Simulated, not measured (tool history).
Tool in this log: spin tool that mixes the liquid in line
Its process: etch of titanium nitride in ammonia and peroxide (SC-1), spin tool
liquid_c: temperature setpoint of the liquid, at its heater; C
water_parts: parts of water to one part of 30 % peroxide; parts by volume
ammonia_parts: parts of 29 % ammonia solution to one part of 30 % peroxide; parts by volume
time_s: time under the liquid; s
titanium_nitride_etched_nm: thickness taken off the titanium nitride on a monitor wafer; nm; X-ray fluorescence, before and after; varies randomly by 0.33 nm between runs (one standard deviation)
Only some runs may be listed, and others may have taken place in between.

Run 1, hour 0: liquid_c 54 C, water_parts 8.5 parts by volume, ammonia_parts 0.9 parts by volume, time_s 145 s. Result: titanium_nitride_etched_nm 25.665 nm.
Run 2, hour 2.9: liquid_c 55.5 C, water_parts 8.5 parts by volume, ammonia_parts 0.9 parts by volume, time_s 145 s. Result: titanium_nitride_etched_nm 28.777 nm.
Run 3, hour 4.6: liquid_c 57 C, water_parts 8.5 parts by volume, ammonia_parts 0.9 parts by volume, time_s 145 s. Result: titanium_nitride_etched_nm 31.524 nm.
Run 4, hour 9.4: liquid_c 57 C, water_parts 8.5 parts by volume, ammonia_parts 1.15 parts by volume, time_s 145 s. Result: titanium_nitride_etched_nm 32.902 nm.
Run 5, hour 10.8: liquid_c 58 C, water_parts 8.5 parts by volume, ammonia_parts 1.15 parts by volume, time_s 145 s. Result: titanium_nitride_etched_nm 35.449 nm.
Run 6, hour 14.8: liquid_c 58 C, water_parts 8.5 parts by volume, ammonia_parts 1.15 parts by volume, time_s 145 s. Result: titanium_nitride_etched_nm 35.396 nm.

Run 7 is up next; what results do you expect?
Run 7, hour 16.9: liquid_c 58.5 C, water_parts 8.5 parts by volume, ammonia_parts 1.15 parts by volume, time_s 145 s. Result: titanium_nitride_etched_nm ?.

Run 7 produced titanium_nitride_etched_nm 36.132 nm.
